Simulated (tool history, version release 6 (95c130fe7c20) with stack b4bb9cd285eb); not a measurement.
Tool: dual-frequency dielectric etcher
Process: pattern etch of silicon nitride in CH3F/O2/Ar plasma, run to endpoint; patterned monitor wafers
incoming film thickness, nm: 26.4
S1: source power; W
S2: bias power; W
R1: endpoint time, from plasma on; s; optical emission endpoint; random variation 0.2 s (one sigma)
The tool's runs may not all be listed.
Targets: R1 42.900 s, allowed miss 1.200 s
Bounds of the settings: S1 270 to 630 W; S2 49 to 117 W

run 1 hour=0.0 | S1=450 S2=83 | R1=35.501
run 2 hour=4.6 | S1=500 S2=83 | R1=34.088
run 3 hour=11.0 | S1=550 S2=83 | R1=33.222
run 4 hour=13.5 | S1=520 S2=83 | R1=33.843
run 5 hour=17.2 | S1=520 S2=74 | R1=35.686
run 6 hour=19.4 | S1=460 S2=74 | R1=36.567
run 7 hour=27.5 | S1=420 S2=67 | R1=39.412
run 8 hour=28.5 | S1=400 S2=65 | R1=40.545
run 9 hour=34.5 | S1=380 S2=64 | R1=41.017

4 next moves are on the table. One of them brings every result within its allowed miss. Which?
run A hour=40.5 | S1=360 S2=73 | R1=?
run B hour=40.5 | S1=400 S2=68 | R1=?
run C hour=40.5 | S1=400 S2=63 | R1=?
run D hour=40.5 | S1=330 S2=64 | R1=?

move=A R1=39.879
move=B R1=39.596
move=C R1=40.693
move=D R1=42.970
A: further off than the last run
B: further off than the last run
C: further off than the last run
D: meets every target
Answer: D

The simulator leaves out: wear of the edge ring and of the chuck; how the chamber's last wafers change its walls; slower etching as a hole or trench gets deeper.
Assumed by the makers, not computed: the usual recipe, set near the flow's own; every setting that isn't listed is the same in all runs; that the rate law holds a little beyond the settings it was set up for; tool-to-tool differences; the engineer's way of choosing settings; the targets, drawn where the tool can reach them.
